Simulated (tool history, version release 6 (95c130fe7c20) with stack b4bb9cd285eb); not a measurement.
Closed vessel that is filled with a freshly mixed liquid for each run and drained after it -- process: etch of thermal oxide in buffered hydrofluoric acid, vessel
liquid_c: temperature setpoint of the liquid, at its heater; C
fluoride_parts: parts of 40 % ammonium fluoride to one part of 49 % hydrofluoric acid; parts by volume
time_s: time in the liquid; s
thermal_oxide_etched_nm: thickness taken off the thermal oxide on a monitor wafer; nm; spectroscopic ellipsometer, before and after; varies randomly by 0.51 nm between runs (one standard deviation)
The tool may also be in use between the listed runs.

Run 1, hour 0.0: liquid_c 24.0 C, fluoride_parts 22.0 parts by volume, time_s 85 s. Result: thermal_oxide_etched_nm 51.196 nm.
Run 2, hour 8.2: liquid_c 25.0 C, fluoride_parts 22.0 parts by volume, time_s 85 s. Result: thermal_oxide_etched_nm 53.883 nm.
Run 3, hour 14.8: liquid_c 26.0 C, fluoride_parts 22.0 parts by volume, time_s 85 s. Result: thermal_oxide_etched_nm 56.397 nm.
Run 4, hour 21.8: liquid_c 27.0 C, fluoride_parts 21.5 parts by volume, time_s 85 s. Result: thermal_oxide_etched_nm 60.735 nm.
Run 5, hour 27.0: liquid_c 28.5 C, fluoride_parts 21.5 parts by volume, time_s 85 s. Result: thermal_oxide_etched_nm 65.840 nm.
Run 6, hour 33.0: liquid_c 28.5 C, fluoride_parts 25.0 parts by volume, time_s 85 s. Result: thermal_oxide_etched_nm 59.299 nm.
Run 7, hour 40.5: liquid_c 29.0 C, fluoride_parts 24.5 parts by volume, time_s 85 s. Result: thermal_oxide_etched_nm 61.591 nm.

Run 8, settings as shown, results not yet in. Your forecast:
Run 8, hour 48.8: liquid_c 29.5 C, fluoride_parts 24.0 parts by volume, time_s 85 s. Result: thermal_oxide_etched_nm ?.

{"run 8": {"thermal_oxide_etched_nm": 64.589}}

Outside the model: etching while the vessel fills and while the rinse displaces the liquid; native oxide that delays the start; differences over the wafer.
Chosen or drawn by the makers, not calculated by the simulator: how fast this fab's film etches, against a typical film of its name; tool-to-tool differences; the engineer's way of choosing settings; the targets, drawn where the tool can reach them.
